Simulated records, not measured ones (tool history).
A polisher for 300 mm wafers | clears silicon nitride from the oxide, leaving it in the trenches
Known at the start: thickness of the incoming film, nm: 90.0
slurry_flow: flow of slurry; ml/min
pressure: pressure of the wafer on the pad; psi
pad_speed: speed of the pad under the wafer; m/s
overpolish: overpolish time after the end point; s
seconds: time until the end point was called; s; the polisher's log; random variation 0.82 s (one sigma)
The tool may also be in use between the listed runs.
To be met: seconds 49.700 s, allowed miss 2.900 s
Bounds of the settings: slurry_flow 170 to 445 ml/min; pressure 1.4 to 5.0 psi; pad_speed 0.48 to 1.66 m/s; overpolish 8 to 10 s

run,day,slurry_flow,pressure,pad_speed,overpolish,seconds
1,0.000,285,3.2,1.06,10,78.459
2,0.079,285,3.6,1.08,10,67.709
3,0.225,285,3.1,1.08,10,77.165
4,0.358,315,3.1,1.08,10,79.636
5,0.638,315,3.5,1.10,10,67.796
6,0.904,365,3.5,1.10,10,64.484
7,1.158,365,3.7,1.10,10,62.914
8,1.408,365,3.9,1.10,10,60.564

5 next moves are on the table. One of them brings every result within its allowed miss. Which?
A,1.658,375,4.0,1.28,10,?
B,1.658,400,4.4,0.70,10,?
C,1.658,380,3.5,1.04,10,?
D,1.658,400,3.6,1.12,10,?
E,1.658,380,3.8,0.96,8,?

move,seconds
A,50.209
B,81.563
C,69.907
D,63.060
E,69.728
A: meets every target
B: further off than the last run
C: further off than the last run
D: further off than the last run
E: further off than the last run
Answer: A

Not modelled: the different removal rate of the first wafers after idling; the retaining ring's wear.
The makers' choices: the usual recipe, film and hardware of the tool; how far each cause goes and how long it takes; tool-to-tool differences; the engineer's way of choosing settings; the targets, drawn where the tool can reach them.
